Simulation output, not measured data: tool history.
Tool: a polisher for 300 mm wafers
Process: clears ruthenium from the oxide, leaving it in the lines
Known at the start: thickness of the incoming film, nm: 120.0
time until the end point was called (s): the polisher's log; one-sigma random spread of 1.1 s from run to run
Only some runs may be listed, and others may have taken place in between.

run	hour	flow of slurry (ml/min)	pressure of the wafer on the pad (psi)	speed of the pad under the wafer (cm/s)	overpolish time after the end point (s)	time until the end point was called (s)
1	0	175	2.4	82	24	104.17
2	8.2	175	2.1	82	24	117.25
3	16.1	215	2.1	82	24	114.52
4	18.7	215	2.4	84	24	95.917
5	26.3	215	2.4	84	24	99.728
6	31.9	215	2.6	86	24	88.922

Expected results for the next run?
7	40.7	215	2.8	88	24	?

{"run 7": {"time until the end point was called (s)": 79.688}}

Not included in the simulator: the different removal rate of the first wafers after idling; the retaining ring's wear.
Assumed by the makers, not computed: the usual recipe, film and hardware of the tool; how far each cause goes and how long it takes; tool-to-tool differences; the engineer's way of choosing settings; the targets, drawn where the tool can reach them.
